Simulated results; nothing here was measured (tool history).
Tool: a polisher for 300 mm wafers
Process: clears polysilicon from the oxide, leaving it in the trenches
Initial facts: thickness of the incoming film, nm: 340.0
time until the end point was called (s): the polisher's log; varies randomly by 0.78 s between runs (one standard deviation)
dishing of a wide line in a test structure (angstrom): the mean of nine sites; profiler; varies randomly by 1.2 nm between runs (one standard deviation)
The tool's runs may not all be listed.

run,hour,flow of slurry (ml/min),pressure of the wafer on the pad (kPa),speed of the pad under the wafer (m/s),overpolish time after the end point (s),time until the end point was called (s),dishing of a wide line in a test structure (angstrom)
1,0,185,17.2,1.14,23,25.821,633.96
2,8.4,185,17.2,1.14,15,26.237,601.32
3,15.5,185,15.2,1.12,16,28.885,573.92
4,17.5,210,15.2,1.12,16,29.762,585.27
5,26.3,210,18.6,1.12,16,23.929,576.59
6,31.1,210,16.5,1.12,16,27.254,590.82

Run 7 is up next; what results do you expect?
7,32.8,210,15.2,1.1,17,?,?

Logged for run 7: time until the end point was called (s) 30.904, dishing of a wide line in a test structure (angstrom) 584.72.
